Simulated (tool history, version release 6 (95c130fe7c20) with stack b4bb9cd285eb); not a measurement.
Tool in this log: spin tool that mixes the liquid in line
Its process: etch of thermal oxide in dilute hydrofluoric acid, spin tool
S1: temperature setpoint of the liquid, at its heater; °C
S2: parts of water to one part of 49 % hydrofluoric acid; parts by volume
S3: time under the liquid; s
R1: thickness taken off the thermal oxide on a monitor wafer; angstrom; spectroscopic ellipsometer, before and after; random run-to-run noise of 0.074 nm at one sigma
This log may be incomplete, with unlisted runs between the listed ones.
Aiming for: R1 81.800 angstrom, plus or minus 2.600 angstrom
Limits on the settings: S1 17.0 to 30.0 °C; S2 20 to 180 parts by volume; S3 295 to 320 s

run 1 hour=0.0 | S1=22.0 S2=100 S3=295 | R1=129.530
run 2 hour=1.6 | S1=22.0 S2=85 S3=295 | R1=154.350
run 3 hour=2.3 | S1=20.5 S2=95 S3=295 | R1=129.460
run 4 hour=7.2 | S1=19.5 S2=105 S3=295 | R1=110.560
run 5 hour=7.9 | S1=19.5 S2=125 S3=295 | R1=91.451
run 6 hour=13.8 | S1=19.5 S2=125 S3=295 | R1=90.288
run 7 hour=16.7 | S1=19.0 S2=125 S3=295 | R1=89.120
run 8 hour=21.7 | S1=18.5 S2=125 S3=295 | R1=86.920
run 9 hour=28.5 | S1=18.0 S2=125 S3=295 | R1=85.722

Which one of the following 4 next-run settings gets every result inside its allowed miss? There is exactly one.
run A hour=35.3 | S1=17.0 S2=130 S3=305 | R1=?
run B hour=35.3 | S1=17.5 S2=125 S3=310 | R1=?
run C hour=35.3 | S1=18.5 S2=125 S3=305 | R1=?
run D hour=35.3 | S1=17.0 S2=120 S3=300 | R1=?

move=A R1=80.716
move=B R1=87.545
move=C R1=89.755
move=D R1=86.876
A: each result inside its tolerance
B: its largest miss is bigger than the last run's
C: its largest miss is bigger than the last run's
D: its largest miss is bigger than the last run's
A is the move that brings every result within its allowed miss.

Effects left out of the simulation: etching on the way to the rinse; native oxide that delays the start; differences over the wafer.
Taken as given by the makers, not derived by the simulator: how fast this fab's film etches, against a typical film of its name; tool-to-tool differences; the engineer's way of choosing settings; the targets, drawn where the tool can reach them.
